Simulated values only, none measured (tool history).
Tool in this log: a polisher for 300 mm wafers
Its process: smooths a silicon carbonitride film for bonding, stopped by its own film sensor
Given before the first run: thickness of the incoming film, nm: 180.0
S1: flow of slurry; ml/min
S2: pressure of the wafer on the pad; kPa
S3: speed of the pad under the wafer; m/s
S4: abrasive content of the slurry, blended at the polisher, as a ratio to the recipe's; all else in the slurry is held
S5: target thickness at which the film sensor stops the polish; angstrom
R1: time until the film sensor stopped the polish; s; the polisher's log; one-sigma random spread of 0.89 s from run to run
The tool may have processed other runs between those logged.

run 1 hour=0 | S1=120 S2=11.7 S3=1.1 S4=1 S5=1690 | R1=47.967
run 2 hour=0.7 | S1=120 S2=11.7 S3=1.32 S4=1 S5=1690 | R1=43.53
run 3 hour=7.4 | S1=115 S2=9.7 S3=1.2 S4=1 S5=1690 | R1=56.252
run 4 hour=13.8 | S1=110 S2=8.3 S3=1.14 S4=1 S5=1690 | R1=65.532
run 5 hour=22 | S1=105 S2=7.6 S3=1.08 S4=1 S5=1690 | R1=73.617
run 6 hour=26.7 | S1=105 S2=7.6 S3=1.08 S4=0.8 S5=1690 | R1=83.488
run 7 hour=31.4 | S1=105 S2=7.6 S3=1.08 S4=0.8 S5=1690 | R1=84.34
run 8 hour=39.5 | S1=100 S2=7.6 S3=1.08 S4=0.8 S5=1690 | R1=85.852

The next listed run, before its measurement:
run 9 hour=44.2 | S1=95 S2=7.6 S3=1.08 S4=0.8 S5=1690 | R1=?

{"run 9": {"R1": 85.574}}
